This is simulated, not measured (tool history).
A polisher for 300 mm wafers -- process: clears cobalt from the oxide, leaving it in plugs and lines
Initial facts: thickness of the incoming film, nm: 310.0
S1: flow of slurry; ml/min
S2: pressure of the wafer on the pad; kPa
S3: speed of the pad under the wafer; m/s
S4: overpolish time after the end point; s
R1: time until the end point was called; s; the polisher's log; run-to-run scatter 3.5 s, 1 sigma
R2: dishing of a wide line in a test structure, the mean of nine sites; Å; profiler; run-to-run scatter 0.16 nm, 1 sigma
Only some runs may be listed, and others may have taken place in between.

Run 1, hour 0.0: S1 195 ml/min, S2 9.7 kPa, S3 0.92 m/s, S4 18 s. Result: R1 111.510 s, R2 202.86 Å.
Run 2, hour 1.8: S1 195 ml/min, S2 9.7 kPa, S3 0.92 m/s, S4 24 s. Result: R1 111.000 s, R2 223.98 Å.
Run 3, hour 9.0: S1 195 ml/min, S2 11.7 kPa, S3 0.92 m/s, S4 24 s. Result: R1 91.656 s, R2 230.48 Å.
Run 4, hour 14.6: S1 185 ml/min, S2 11.7 kPa, S3 0.84 m/s, S4 21 s. Result: R1 103.820 s, R2 219.65 Å.
Run 5, hour 22.5: S1 185 ml/min, S2 11.7 kPa, S3 0.70 m/s, S4 21 s. Result: R1 123.560 s, R2 201.65 Å.
Run 6, hour 29.8: S1 200 ml/min, S2 11.0 kPa, S3 0.66 m/s, S4 19 s. Result: R1 133.390 s, R2 198.93 Å.
Run 7, hour 37.2: S1 190 ml/min, S2 11.0 kPa, S3 0.62 m/s, S4 17 s. Result: R1 150.030 s, R2 172.27 Å.
Run 8, hour 44.9: S1 180 ml/min, S2 11.0 kPa, S3 0.60 m/s, S4 15 s. Result: R1 150.070 s, R2 171.72 Å.

Run 9 has not been measured yet. What should we expect?
Run 9, hour 48.9: S1 235 ml/min, S2 8.3 kPa, S3 0.86 m/s, S4 6 s. Result: R1 ?, R2 ?.

R1: 131.890 s
R2: 100.03 Å
